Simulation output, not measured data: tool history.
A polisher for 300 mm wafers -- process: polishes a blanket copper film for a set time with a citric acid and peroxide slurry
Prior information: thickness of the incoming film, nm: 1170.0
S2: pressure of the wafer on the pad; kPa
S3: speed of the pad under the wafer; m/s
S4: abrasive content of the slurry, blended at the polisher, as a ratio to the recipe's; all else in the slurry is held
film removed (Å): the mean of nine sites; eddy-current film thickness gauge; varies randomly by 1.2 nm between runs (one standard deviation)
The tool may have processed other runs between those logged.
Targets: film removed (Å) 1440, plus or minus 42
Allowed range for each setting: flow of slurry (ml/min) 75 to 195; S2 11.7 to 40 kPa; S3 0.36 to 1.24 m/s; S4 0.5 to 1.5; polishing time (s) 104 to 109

{"run": 1, "hour": 0.0, "flow of slurry (ml/min)": 125, "S2": 25.5, "S3": 0.8, "S4": 1, "polishing time (s)": 104, "film removed (Å)": 2041.9}
{"run": 2, "hour": 5.7, "flow of slurry (ml/min)": 115, "S2": 25.5, "S3": 0.8, "S4": 1, "polishing time (s)": 104, "film removed (Å)": 2009.3}
{"run": 3, "hour": 7.7, "flow of slurry (ml/min)": 115, "S2": 25.5, "S3": 0.8, "S4": 0.9, "polishing time (s)": 104, "film removed (Å)": 1980.9}
{"run": 4, "hour": 16.1, "flow of slurry (ml/min)": 115, "S2": 25.5, "S3": 0.8, "S4": 1.05, "polishing time (s)": 104, "film removed (Å)": 2035.8}
{"hour": 22.6, "done": "slurry blender recalibrated"}
{"run": 5, "hour": 22.6, "flow of slurry (ml/min)": 115, "S2": 25.5, "S3": 0.8, "S4": 1.05, "polishing time (s)": 104, "film removed (Å)": 2196.7}
{"run": 6, "hour": 27.9, "flow of slurry (ml/min)": 115, "S2": 25.5, "S3": 0.8, "S4": 1.05, "polishing time (s)": 109, "film removed (Å)": 2274.5}
{"run": 7, "hour": 36.3, "flow of slurry (ml/min)": 90, "S2": 18.6, "S3": 0.78, "S4": 1.05, "polishing time (s)": 109, "film removed (Å)": 1617.1}
{"run": 8, "hour": 42.5, "flow of slurry (ml/min)": 90, "S2": 17.9, "S3": 0.78, "S4": 1.05, "polishing time (s)": 109, "film removed (Å)": 1514.3}

Which of these 5 next moves meets every target?
{"run": "A", "hour": 48.7, "flow of slurry (ml/min)": 95, "S2": 16.5, "S3": 0.88, "S4": 0.8, "polishing time (s)": 104, "film removed (Å)": "?"}
{"run": "B", "hour": 48.7, "flow of slurry (ml/min)": 120, "S2": 22.8, "S3": 0.62, "S4": 0.95, "polishing time (s)": 109, "film removed (Å)": "?"}
{"run": "C", "hour": 48.7, "flow of slurry (ml/min)": 90, "S2": 21.4, "S3": 0.66, "S4": 1.15, "polishing time (s)": 104, "film removed (Å)": "?"}
{"run": "D", "hour": 48.7, "flow of slurry (ml/min)": 85, "S2": 21.4, "S3": 0.68, "S4": 1.05, "polishing time (s)": 106, "film removed (Å)": "?"}
{"run": "E", "hour": 48.7, "flow of slurry (ml/min)": 115, "S2": 15.2, "S3": 1, "S4": 0.75, "polishing time (s)": 104, "film removed (Å)": "?"}

move=A film_removed_(Å)=1447
move=B film_removed_(Å)=1584.7
move=C film_removed_(Å)=1495.6
move=D film_removed_(Å)=1522.2
move=E film_removed_(Å)=1538.1
A: all results land within tolerance of their targets
B: moves away from the targets compared with the last run
C: better than the last run, though not everything is in spec
D: moves away from the targets compared with the last run
E: moves away from the targets compared with the last run
Move A is the one to make.

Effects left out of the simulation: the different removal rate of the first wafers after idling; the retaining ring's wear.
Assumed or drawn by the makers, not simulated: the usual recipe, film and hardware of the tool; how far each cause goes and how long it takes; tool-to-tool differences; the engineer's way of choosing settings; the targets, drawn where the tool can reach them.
